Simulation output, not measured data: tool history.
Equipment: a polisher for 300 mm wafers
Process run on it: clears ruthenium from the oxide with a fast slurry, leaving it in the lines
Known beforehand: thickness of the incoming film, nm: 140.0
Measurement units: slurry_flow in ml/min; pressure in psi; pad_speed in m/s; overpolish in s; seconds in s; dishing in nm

Run 1, hour 0.0: slurry_flow 145 ml/min, pressure 2.9 psi, pad_speed 0.76 m/s, slurry_solids 1.00, overpolish 29 s. Result: seconds 37.904 s, dishing 88.351 nm.
Run 2, hour 2.7: slurry_flow 145 ml/min, pressure 2.9 psi, pad_speed 0.76 m/s, slurry_solids 1.00, overpolish 25 s. Result: seconds 37.935 s, dishing 82.833 nm.
Run 3, hour 7.8: slurry_flow 140 ml/min, pressure 2.6 psi, pad_speed 0.70 m/s, slurry_solids 0.95, overpolish 22 s. Result: seconds 46.053 s, dishing 62.039 nm.
Run 4, hour 12.6: slurry_flow 140 ml/min, pressure 2.6 psi, pad_speed 0.88 m/s, slurry_solids 0.95, overpolish 22 s. Result: seconds 36.817 s, dishing 71.722 nm.
Run 5, hour 21.4: slurry_flow 140 ml/min, pressure 3.2 psi, pad_speed 0.88 m/s, slurry_solids 0.95, overpolish 22 s. Result: seconds 31.276 s, dishing 88.677 nm.
Run 6, hour 29.5: slurry_flow 130 ml/min, pressure 2.9 psi, pad_speed 0.80 m/s, slurry_solids 0.90, overpolish 20 s. Result: seconds 38.359 s, dishing 66.205 nm.

Forecast run 7:
Run 7, hour 37.8: slurry_flow 125 ml/min, pressure 2.6 psi, pad_speed 0.74 m/s, slurry_solids 0.85, overpolish 18 s. Result: seconds ?, dishing ?.

Logged for run 7: seconds 48.102 s, dishing 47.379 nm.
